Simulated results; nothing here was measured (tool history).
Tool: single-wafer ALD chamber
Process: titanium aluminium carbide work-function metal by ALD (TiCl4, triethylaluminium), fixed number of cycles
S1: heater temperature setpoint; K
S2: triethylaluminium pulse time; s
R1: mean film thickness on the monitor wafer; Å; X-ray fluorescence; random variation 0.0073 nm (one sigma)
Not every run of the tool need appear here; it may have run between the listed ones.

Run 1, day 0.000: S1 593.15 K, S2 10.28 s. Result: R1 20.648 Å.
Run 2, day 0.329: S1 588.15 K, S2 9.01 s. Result: R1 19.688 Å.
Run 3, day 0.412: S1 584.15 K, S2 7.99 s. Result: R1 18.606 Å.
Run 4, day 0.683: S1 593.15 K, S2 7.99 s. Result: R1 19.474 Å.
Run 5, day 0.758: S1 593.15 K, S2 10.83 s. Result: R1 20.620 Å.
Run 6, day 0.975: S1 588.15 K, S2 9.47 s. Result: R1 19.850 Å.

Forecast run 7:
Run 7, day 1.342: S1 585.15 K, S2 8.36 s. Result: R1 ?.

R1: 19.010 Å

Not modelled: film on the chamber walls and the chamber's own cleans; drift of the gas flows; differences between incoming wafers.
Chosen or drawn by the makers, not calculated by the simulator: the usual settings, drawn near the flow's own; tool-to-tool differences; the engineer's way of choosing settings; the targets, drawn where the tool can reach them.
